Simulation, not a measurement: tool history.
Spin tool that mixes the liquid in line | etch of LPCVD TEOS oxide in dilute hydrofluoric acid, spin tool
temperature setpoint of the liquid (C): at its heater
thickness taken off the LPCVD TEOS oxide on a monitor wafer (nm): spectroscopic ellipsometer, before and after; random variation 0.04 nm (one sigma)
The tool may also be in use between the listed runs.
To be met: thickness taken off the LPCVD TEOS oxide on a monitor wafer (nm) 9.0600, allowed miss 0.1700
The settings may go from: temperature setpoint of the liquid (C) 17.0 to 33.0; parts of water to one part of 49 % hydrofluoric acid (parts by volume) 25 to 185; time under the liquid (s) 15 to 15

run	hour	temperature setpoint of the liquid (C)	parts of water to one part of 49 % hydrofluoric acid (parts by volume)	time under the liquid (s)	thickness taken off the LPCVD TEOS oxide on a monitor wafer (nm)
1	0.0	25.0	105	15	4.0087
2	4.2	27.5	90	15	5.2751
3	11.2	27.5	105	15	4.4191
4	19.7	29.5	90	15	5.6564
5	23.9	30.5	80	15	6.7037
6	32.1	31.5	75	15	7.4590
7	40.1	32.0	70	15	8.3197
8	45.4	32.5	70	15	8.4476
9	52.2	33.0	70	15	8.5169
10	55.8	33.0	65	15	9.3229

4 next moves are on the table. One of them brings every result within its allowed miss. Which?
A	59.4	32.5	65	15	?
B	59.4	31.5	60	15	?
C	59.4	31.0	60	15	?
D	59.4	28.5	55	15	?

move	thickness taken off the LPCVD TEOS oxide on a monitor wafer (nm)
A	9.1946
B	9.6699
C	9.4874
D	9.4693
A: meets every target
B: further off than the last run
C: further off than the last run
D: further off than the last run
Move A is the one to make.
